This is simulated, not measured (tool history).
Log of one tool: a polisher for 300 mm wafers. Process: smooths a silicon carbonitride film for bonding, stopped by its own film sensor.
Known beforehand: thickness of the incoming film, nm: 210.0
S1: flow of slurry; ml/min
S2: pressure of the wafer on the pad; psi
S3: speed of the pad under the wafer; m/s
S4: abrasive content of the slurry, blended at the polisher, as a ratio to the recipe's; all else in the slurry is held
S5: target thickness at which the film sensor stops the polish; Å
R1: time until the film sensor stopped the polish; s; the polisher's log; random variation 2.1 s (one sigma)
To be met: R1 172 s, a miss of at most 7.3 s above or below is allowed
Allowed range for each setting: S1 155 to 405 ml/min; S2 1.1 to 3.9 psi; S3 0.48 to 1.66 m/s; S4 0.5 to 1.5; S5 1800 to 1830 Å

| run | hour | S1 | S2 | S3 | S4 | S5 | R1 |
|---|---|---|---|---|---|---|---|
| 1 | 0 | 260 | 2.5 | 1.06 | 1 | 1800 | 92.576 |
| 2 | 7 | 260 | 2.2 | 1.06 | 1 | 1800 | 105.01 |
| 3 | 8.6 | 260 | 1.9 | 1.04 | 1 | 1800 | 121.92 |
| 4 | 17.4 | 260 | 1.7 | 1.04 | 1 | 1800 | 136.56 |
| 5 | 25.8 | 260 | 1.7 | 1.04 | 1.1 | 1800 | 125.57 |
| 6 | 34.2 | 260 | 1.5 | 1.02 | 1.1 | 1800 | 143.55 |
| 7 | 43.2 | 260 | 1.4 | 1.02 | 1.1 | 1800 | 153.82 |
| 8 | 48.7 | 260 | 1.1 | 1.02 | 1.1 | 1800 | 196.77 |

Consider the 4 candidate settings below. Which is the only one whose results all fall within their allowed miss of target?
| A | 54.2 | 290 | 1.2 | 1.02 | 1.1 | 1830 | ? |
| B | 54.2 | 275 | 1.3 | 1.14 | 1.15 | 1800 | ? |
| C | 54.2 | 380 | 1.3 | 0.8 | 1.15 | 1830 | ? |
| D | 54.2 | 320 | 1.3 | 0.8 | 1 | 1820 | ? |

| move | R1 |
|---|---|
| A | 159.1 |
| B | 148.57 |
| C | 166.97 |
| D | 189.94 |
A: takes the result that was furthest off past its target
B: takes the result that was furthest off past its target
C: all results in spec
D: closes in on the targets versus the last run, not all within tolerance yet
Go with C: it meets all targets.

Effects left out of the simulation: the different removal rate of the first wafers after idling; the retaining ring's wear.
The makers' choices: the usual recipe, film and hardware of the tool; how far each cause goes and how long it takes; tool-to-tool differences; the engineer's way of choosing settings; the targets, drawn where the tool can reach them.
